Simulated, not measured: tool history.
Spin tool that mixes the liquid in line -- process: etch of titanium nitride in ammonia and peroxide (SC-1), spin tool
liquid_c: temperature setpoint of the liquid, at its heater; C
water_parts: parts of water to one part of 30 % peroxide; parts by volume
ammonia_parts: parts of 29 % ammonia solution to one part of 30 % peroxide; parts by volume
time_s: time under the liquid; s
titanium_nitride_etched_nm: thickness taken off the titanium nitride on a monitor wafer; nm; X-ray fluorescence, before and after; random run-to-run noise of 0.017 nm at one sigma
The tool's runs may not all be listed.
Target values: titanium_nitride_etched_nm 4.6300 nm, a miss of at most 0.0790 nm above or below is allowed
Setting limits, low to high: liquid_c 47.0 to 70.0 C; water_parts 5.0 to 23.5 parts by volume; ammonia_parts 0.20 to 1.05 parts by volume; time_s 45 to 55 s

run  hour  liquid_c  water_parts  ammonia_parts  time_s  titanium_nitride_etched_nm
  1   0.0      63.0         13.0           0.55      55                      8.5938
  2   6.6      61.0         13.0           0.55      55                      7.5955
  3  12.1      61.0         13.0           0.65      55                      7.8425
  4  14.8      61.0         13.0           0.75      55                      8.0090
  5  17.1      67.5         13.0           0.75      55                     12.1400
  6  22.6      61.5         13.0           0.75      55                      8.3007
  7  29.9      59.5         13.0           0.75      55                      7.3011
  8  31.8      58.0         13.0           0.75      55                      6.5903
  9  35.2      57.0         13.0           0.75      55                      6.1217
 10  36.9      56.0         13.0           0.75      55                      5.7717
 11  44.3      55.5         13.0           0.75      55                      5.5770
 12  49.8      52.0         13.0           0.75      55                      4.3698
 13  53.8      52.5         13.0           0.75      55                      4.5647

Of the 4 settings listed for the next run, only one would bring every result within its allowed miss of target. Which one?
  A  57.8      53.0         13.0           0.90      50                           ?
  B  57.8      55.5         12.5           0.75      45                           ?
  C  57.8      54.0         11.0           0.75      45                           ?
  D  57.8      52.5         15.0           1.05      55                           ?

move  titanium_nitride_etched_nm
   A                      4.4219
   B                      4.6702
   C                      4.5106
   D                      4.4709
A: moves away from the targets compared with the last run
B: in spec on every target
C: moves away from the targets compared with the last run
D: moves away from the targets compared with the last run
B is the move that brings every result within its allowed miss.

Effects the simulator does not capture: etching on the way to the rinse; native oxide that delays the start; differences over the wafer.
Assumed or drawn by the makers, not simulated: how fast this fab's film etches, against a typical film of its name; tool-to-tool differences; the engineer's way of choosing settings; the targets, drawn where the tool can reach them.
